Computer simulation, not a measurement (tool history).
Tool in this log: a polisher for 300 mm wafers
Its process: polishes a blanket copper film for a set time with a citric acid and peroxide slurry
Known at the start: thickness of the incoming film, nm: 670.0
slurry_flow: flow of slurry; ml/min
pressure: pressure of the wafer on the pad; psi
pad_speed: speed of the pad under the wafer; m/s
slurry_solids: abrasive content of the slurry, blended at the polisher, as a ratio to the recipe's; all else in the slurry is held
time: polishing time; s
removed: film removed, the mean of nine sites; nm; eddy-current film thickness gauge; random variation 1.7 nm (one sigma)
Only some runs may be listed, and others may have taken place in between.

run	hour	slurry_flow	pressure	pad_speed	slurry_solids	time	removed
1	0.0	225	4.2	0.88	1.0	91	270.43
2	1.4	220	4.0	0.88	1.0	91	260.89
3	3.8	220	4.0	0.98	1.0	91	285.38
4	10.3	215	3.7	0.98	1.0	91	265.71
5	12.3	210	3.5	0.98	1.0	91	249.08
6	20.9	200	3.4	0.98	1.0	91	240.48
7	22.0	190	3.3	0.98	1.0	91	234.77
8	29.1	185	3.3	0.98	1.0	91	232.26
9	35.0	175	3.3	0.98	1.0	91	230.03

What does the tool deliver on the next run?
10	44.0	170	3.3	0.98	1.0	91	?

removed: 229.33 nm

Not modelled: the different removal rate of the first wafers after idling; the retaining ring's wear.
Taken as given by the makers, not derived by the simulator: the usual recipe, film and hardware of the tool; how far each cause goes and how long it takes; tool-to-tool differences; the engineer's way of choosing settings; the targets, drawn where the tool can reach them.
